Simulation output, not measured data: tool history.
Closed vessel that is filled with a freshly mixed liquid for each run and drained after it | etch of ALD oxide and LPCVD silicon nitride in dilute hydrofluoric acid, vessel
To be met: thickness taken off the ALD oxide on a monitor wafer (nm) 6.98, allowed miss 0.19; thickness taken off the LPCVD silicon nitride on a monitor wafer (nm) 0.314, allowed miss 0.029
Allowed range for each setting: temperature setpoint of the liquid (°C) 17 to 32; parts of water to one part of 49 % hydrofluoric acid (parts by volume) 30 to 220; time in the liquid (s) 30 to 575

run	hour	temperature setpoint of the liquid (°C)	parts of water to one part of 49 % hydrofluoric acid (parts by volume)	time in the liquid (s)	thickness taken off the ALD oxide on a monitor wafer (nm)	thickness taken off the LPCVD silicon nitride on a monitor wafer (nm)
1	0	24	125	295	34.501	1.2938
2	6.5	22.5	125	295	31.59	1.206
3	14.6	21	155	265	21.158	0.74825
4	22.7	22.5	175	205	14.929	0.61306
# hour 23.8: thermometer replaced
5	23.8	22.5	190	180	10.991	0.40938
6	32.6	22.5	190	250	15.193	0.59174
7	39.3	23	200	205	12.043	0.47438
8	43.7	23.5	205	175	10.078	0.40614

4 next moves are on the table. One of them brings every result within its allowed miss. Which?
A	48.1	32	220	165	?	?
B	48.1	25	180	230	?	?
C	48.1	27	210	200	?	?
D	48.1	27	220	115	?	?

move	thickness taken off the ALD oxide on a monitor wafer (nm)	thickness taken off the LPCVD silicon nitride on a monitor wafer (nm)
A	11.9	0.59627
B	16.623	0.66604
C	12.878	0.56223
D	6.9887	0.3085
A: the biggest miss grows against the last run
B: the biggest miss grows against the last run
C: the biggest miss grows against the last run
D: every result within its allowed miss
Answer: D
